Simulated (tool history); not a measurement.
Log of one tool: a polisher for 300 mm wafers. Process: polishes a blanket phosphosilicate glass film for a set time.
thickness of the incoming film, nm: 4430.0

| run | hour | flow of slurry (ml/min) | pressure of the wafer on the pad (psi) | speed of the pad under the wafer (m/s) | abrasive content of the slurry | polishing time (s) | film removed (Å) |
|---|---|---|---|---|---|---|---|
| 1 | 0 | 190 | 2.2 | 1.06 | 1 | 34 | 1823.1 |
| 2 | 4 | 190 | 2.2 | 1.32 | 1 | 34 | 2209.2 |
| 3 | 9.3 | 190 | 2 | 1.32 | 1 | 34 | 2050.7 |
| 4 | 11.1 | 145 | 2 | 1.32 | 1 | 34 | 1906.5 |
| 5 | 18.3 | 120 | 2 | 1.32 | 1 | 34 | 1880.1 |
| 6 | 19.5 | 120 | 1.8 | 1.32 | 1 | 34 | 1725.3 |

Forecast run 7:
| 7 | 20.3 | 120 | 1.7 | 1.32 | 1 | 34 | ? |

Run 7 gave film removed (Å) 1644.5.
